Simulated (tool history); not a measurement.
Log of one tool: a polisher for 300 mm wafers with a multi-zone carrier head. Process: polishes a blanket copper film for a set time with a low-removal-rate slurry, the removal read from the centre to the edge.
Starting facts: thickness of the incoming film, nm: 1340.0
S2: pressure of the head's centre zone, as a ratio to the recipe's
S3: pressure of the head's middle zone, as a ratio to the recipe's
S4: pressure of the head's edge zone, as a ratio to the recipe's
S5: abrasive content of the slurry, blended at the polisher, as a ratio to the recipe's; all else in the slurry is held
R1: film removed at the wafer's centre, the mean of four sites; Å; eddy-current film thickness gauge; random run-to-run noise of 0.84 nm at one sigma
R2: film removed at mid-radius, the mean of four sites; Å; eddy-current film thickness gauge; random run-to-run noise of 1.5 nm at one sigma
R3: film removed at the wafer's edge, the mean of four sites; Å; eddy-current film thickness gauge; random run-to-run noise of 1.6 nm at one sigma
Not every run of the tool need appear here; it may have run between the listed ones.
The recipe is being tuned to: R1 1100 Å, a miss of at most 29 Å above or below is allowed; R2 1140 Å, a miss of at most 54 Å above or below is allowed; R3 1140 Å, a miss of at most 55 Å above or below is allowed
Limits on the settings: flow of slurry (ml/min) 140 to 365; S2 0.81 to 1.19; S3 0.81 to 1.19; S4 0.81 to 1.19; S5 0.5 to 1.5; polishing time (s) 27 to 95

run 1 day=0 | flow_of_slurry_(ml/min)=235 S2=1 S3=1 S4=1 S5=1 polishing_time_(s)=61 | R1=1454.6 R2=1387.9 R3=1447.5
run 2 day=0.15 | flow_of_slurry_(ml/min)=235 S2=1 S3=0.93 S4=1 S5=1 polishing_time_(s)=61 | R1=1448.1 R2=1402.1 R3=1492.6
run 3 day=0.233 | flow_of_slurry_(ml/min)=290 S2=1 S3=0.93 S4=1 S5=1 polishing_time_(s)=61 | R1=1487.4 R2=1403.3 R3=1490.9
run 4 day=0.496 | flow_of_slurry_(ml/min)=290 S2=0.99 S3=0.94 S4=0.99 S5=0.95 polishing_time_(s)=60 | R1=1418.6 R2=1377.3 R3=1435.8
run 5 day=0.612 | flow_of_slurry_(ml/min)=290 S2=0.99 S3=0.94 S4=0.99 S5=0.9 polishing_time_(s)=59 | R1=1397.7 R2=1327.4 R3=1405
run 6 day=0.879 | flow_of_slurry_(ml/min)=290 S2=0.94 S3=0.94 S4=0.99 S5=0.9 polishing_time_(s)=59 | R1=1328.2 R2=1329.5 R3=1405.2
run 7 day=1.196 | flow_of_slurry_(ml/min)=290 S2=0.93 S3=0.95 S4=0.98 S5=0.85 polishing_time_(s)=58 | R1=1291.3 R2=1287.5 R3=1368.4
run 8 day=1.362 | flow_of_slurry_(ml/min)=245 S2=0.85 S3=1.01 S4=0.88 S5=0.6 polishing_time_(s)=55 | R1=1017.4 R2=1194.6 R3=1133.8
run 9 day=1.433 | flow_of_slurry_(ml/min)=250 S2=0.86 S3=1 S4=0.88 S5=0.6 polishing_time_(s)=55 | R1=1017.4 R2=1199.2 R3=1147.5
run 10 day=1.692 | flow_of_slurry_(ml/min)=255 S2=0.88 S3=0.99 S4=0.88 S5=0.6 polishing_time_(s)=55 | R1=1062.7 R2=1176.6 R3=1121.9
run 11 day=1.771 | flow_of_slurry_(ml/min)=255 S2=0.88 S3=0.98 S4=0.88 S5=0.6 polishing_time_(s)=55 | R1=1046.7 R2=1186.2 R3=1144.8

Next run, 5 choices. One meets every target within its allowed miss, the rest don't. Which?
run A day=1.85 | flow_of_slurry_(ml/min)=285 S2=0.91 S3=1.06 S4=0.81 S5=0.6 polishing_time_(s)=55 | R1=? R2=? R3=?
run B day=1.85 | flow_of_slurry_(ml/min)=315 S2=0.85 S3=0.99 S4=0.97 S5=0.55 polishing_time_(s)=54 | R1=? R2=? R3=?
run C day=1.85 | flow_of_slurry_(ml/min)=255 S2=0.91 S3=0.94 S4=0.89 S5=0.75 polishing_time_(s)=53 | R1=? R2=? R3=?
run D day=1.85 | flow_of_slurry_(ml/min)=240 S2=0.88 S3=0.97 S4=0.82 S5=0.5 polishing_time_(s)=56 | R1=? R2=? R3=?
run E day=1.85 | flow_of_slurry_(ml/min)=260 S2=0.81 S3=1.14 S4=0.81 S5=0.6 polishing_time_(s)=54 | R1=? R2=? R3=?

move=A R1=1113.2 R2=1264.3 R3=1117.5
move=B R1=1015.2 R2=1169.6 R3=1182.6
move=C R1=1102.1 R2=1141.3 R3=1161.7
move=D R1=1035.7 R2=1137.8 R3=1090.9
move=E R1=961.1 R2=1302.7 R3=1087.4
A: brings the result that was furthest off to its target, and leaves another outside
B: further off than the last run
C: in spec on every target
D: further off than the last run
E: further off than the last run
The right move is C.

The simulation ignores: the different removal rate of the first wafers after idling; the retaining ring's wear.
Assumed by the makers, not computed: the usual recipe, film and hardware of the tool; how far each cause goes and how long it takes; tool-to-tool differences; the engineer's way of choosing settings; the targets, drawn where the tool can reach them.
